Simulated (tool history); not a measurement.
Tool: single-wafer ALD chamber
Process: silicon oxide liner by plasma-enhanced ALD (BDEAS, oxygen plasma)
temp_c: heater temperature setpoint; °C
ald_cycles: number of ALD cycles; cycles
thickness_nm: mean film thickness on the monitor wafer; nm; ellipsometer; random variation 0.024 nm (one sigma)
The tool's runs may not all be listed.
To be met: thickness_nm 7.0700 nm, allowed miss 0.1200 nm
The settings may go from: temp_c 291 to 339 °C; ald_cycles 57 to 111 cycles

Run 1, hour 0.0: temp_c 315 °C, ald_cycles 84 cycles. Result: thickness_nm 8.1895 nm.
Run 2, hour 4.0: temp_c 316 °C, ald_cycles 80 cycles. Result: thickness_nm 7.7960 nm.
Run 3, hour 5.1: temp_c 322 °C, ald_cycles 80 cycles. Result: thickness_nm 7.7450 nm.
Run 4, hour 9.3: temp_c 322 °C, ald_cycles 77 cycles. Result: thickness_nm 7.4708 nm.
Run 5, hour 14.8: temp_c 322 °C, ald_cycles 83 cycles. Result: thickness_nm 8.0275 nm.
Run 6, hour 19.8: temp_c 322 °C, ald_cycles 79 cycles. Result: thickness_nm 7.6350 nm.
Run 7, hour 23.3: temp_c 322 °C, ald_cycles 77 cycles. Result: thickness_nm 7.4402 nm.
Run 8, hour 26.7: temp_c 322 °C, ald_cycles 76 cycles. Result: thickness_nm 7.3440 nm.
Run 9, hour 35.7: temp_c 322 °C, ald_cycles 75 cycles. Result: thickness_nm 7.2686 nm.

Which of these 5 next moves meets every target?
Run A, hour 44.7: temp_c 323 °C, ald_cycles 70 cycles. Result: thickness_nm ?.
Run B, hour 44.7: temp_c 324 °C, ald_cycles 75 cycles. Result: thickness_nm ?.
Run C, hour 44.7: temp_c 315 °C, ald_cycles 72 cycles. Result: thickness_nm ?.
Run D, hour 44.7: temp_c 333 °C, ald_cycles 78 cycles. Result: thickness_nm ?.
Run E, hour 44.7: temp_c 328 °C, ald_cycles 77 cycles. Result: thickness_nm ?.

move  thickness_nm
   A        6.7546
   B        7.2259
   C        7.0329
   D        7.4110
   E        7.3730
A: takes the result that was furthest off past its target
B: nearer than the last run, and not there yet
C: meets every target
D: further off than the last run
E: further off than the last run
Move C is the one to make.
